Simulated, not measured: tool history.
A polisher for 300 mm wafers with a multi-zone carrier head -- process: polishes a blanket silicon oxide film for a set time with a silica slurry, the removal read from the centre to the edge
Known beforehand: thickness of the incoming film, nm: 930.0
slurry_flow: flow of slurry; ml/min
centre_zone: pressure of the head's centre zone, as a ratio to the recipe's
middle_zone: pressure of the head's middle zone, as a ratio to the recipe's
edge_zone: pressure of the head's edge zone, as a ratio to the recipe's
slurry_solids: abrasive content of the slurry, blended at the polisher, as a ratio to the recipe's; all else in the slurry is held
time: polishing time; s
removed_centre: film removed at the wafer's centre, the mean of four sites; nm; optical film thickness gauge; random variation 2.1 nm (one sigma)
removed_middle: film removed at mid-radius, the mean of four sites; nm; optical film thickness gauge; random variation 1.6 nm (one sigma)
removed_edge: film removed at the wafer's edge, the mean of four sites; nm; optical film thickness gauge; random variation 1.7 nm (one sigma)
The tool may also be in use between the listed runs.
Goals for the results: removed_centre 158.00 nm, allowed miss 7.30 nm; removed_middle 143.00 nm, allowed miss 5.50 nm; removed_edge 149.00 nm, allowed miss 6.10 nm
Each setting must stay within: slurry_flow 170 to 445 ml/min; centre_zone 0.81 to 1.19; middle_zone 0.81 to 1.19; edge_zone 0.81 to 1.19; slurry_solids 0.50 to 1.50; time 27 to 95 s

| run | hour | slurry_flow | centre_zone | middle_zone | edge_zone | slurry_solids | time | removed_centre | removed_middle | removed_edge |
|---|---|---|---|---|---|---|---|---|---|---|
| 1 | 0.0 | 285 | 1.00 | 1.00 | 1.00 | 1.00 | 61 | 200.38 | 205.58 | 201.34 |
| 2 | 0.8 | 285 | 0.92 | 1.00 | 1.00 | 1.00 | 61 | 190.74 | 203.11 | 204.17 |
| 3 | 2.6 | 285 | 0.94 | 0.98 | 0.98 | 0.90 | 61 | 183.25 | 195.98 | 188.08 |
| 4 | 5.6 | 280 | 0.96 | 0.95 | 1.00 | 0.85 | 60 | 178.14 | 177.63 | 181.73 |
| 5 | 13.3 | 280 | 0.96 | 0.95 | 1.08 | 0.85 | 60 | 175.51 | 179.21 | 190.80 |
| 6 | 17.0 | 280 | 0.96 | 0.95 | 1.14 | 0.85 | 60 | 177.99 | 177.55 | 190.98 |
| 7 | 24.2 | 285 | 0.98 | 0.94 | 1.12 | 0.80 | 59 | 168.53 | 167.80 | 184.67 |
| 8 | 28.0 | 275 | 1.01 | 0.94 | 1.08 | 0.75 | 59 | 164.07 | 161.61 | 172.96 |
| 9 | 36.9 | 270 | 1.03 | 0.93 | 1.06 | 0.75 | 59 | 167.36 | 158.33 | 168.18 |
| 10 | 44.5 | 265 | 1.04 | 0.93 | 1.05 | 0.75 | 59 | 168.02 | 161.28 | 175.19 |
| 11 | 49.4 | 265 | 1.04 | 0.93 | 1.05 | 0.75 | 59 | 167.76 | 158.81 | 171.94 |
| 12 | 57.0 | 270 | 1.05 | 0.93 | 1.03 | 0.70 | 59 | 166.41 | 152.50 | 163.05 |
| 13 | 60.5 | 270 | 1.05 | 0.93 | 1.02 | 0.70 | 59 | 163.14 | 150.91 | 159.19 |

Exercise: of the 5 proposed moves below, exactly one satisfies all targets within the stated allowed misses. Which move is it?
| A | 64.0 | 305 | 1.01 | 0.84 | 1.01 | 1.00 | 52 | ? | ? | ? |
| B | 64.0 | 200 | 1.12 | 0.81 | 1.14 | 0.65 | 66 | ? | ? | ? |
| C | 64.0 | 355 | 1.10 | 1.07 | 1.03 | 0.60 | 60 | ? | ? | ? |
| D | 64.0 | 290 | 1.07 | 0.93 | 0.99 | 0.65 | 58 | ? | ? | ? |
| E | 64.0 | 270 | 0.88 | 1.02 | 1.07 | 0.80 | 57 | ? | ? | ? |

| move | removed_centre | removed_middle | removed_edge |
|---|---|---|---|
| A | 172.10 | 151.55 | 178.74 |
| B | 174.52 | 137.98 | 179.47 |
| C | 157.76 | 158.36 | 153.01 |
| D | 154.76 | 141.53 | 152.10 |
| E | 148.07 | 170.77 | 175.84 |
A: lands further from the targets than the last run did
B: lands further from the targets than the last run did
C: brings the last run's worst result on target, with another outside its allowed miss
D: each result inside its tolerance
E: lands further from the targets than the last run did
D is the move that brings every result within its allowed miss.

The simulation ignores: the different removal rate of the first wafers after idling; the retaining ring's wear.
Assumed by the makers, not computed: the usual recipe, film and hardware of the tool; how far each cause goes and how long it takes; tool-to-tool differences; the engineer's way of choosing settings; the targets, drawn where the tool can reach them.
